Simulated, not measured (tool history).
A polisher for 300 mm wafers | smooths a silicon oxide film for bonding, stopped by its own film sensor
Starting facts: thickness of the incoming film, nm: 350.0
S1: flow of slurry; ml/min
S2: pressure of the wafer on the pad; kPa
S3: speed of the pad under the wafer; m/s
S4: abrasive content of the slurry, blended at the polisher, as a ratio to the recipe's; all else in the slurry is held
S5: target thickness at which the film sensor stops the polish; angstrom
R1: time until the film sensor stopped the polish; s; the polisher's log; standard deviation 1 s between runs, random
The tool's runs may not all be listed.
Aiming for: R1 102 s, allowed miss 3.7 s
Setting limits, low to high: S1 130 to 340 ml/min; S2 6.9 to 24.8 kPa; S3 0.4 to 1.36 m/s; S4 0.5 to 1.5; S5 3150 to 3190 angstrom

run  hour   S1    S2    S3  S4    S5      R1
  1     0  220  15.9  0.88   1  3150    43.7
  2   6.1  190  15.9  0.88   1  3150  45.502
  3  13.6  190  13.8  0.88   1  3150   52.46
  4  18.7  185  13.1  0.86   1  3150  55.441
  5  24.4  185  12.4  0.84   1  3150   59.83
  6  27.2  150  12.4  0.84   1  3150  61.634
  7  29.3  150  11.7  0.82   1  3150  66.451
  8    30  150    11  0.82   1  3150  71.015
  9  35.1  150  10.3  0.82   1  3150  75.344
 10  42.3  150  10.3  0.82   1  3150  73.835
 11  47.8  150   9.7  0.82   1  3150  81.513
 12    50  150   8.3  0.82   1  3150   92.37

Next run, 4 choices. One meets every target within its allowed miss, the rest don't. Which?
  A  52.2  140  8.3  0.68  1.1  3190   ?
  B  52.2  225  8.3  0.54  1.3  3190   ?
  C  52.2  170  8.3  0.84  0.8  3190   ?
  D  52.2  130  8.3   0.8  0.8  3190   ?

move      R1
   A  92.481
   B  94.107
   C   92.88
   D   102.2
A: neither nearer nor further off than the last run
B: an improvement on the last run, though not all results are within tolerance
C: an improvement on the last run, though not all results are within tolerance
D: every result lands within tolerance
Answer: D
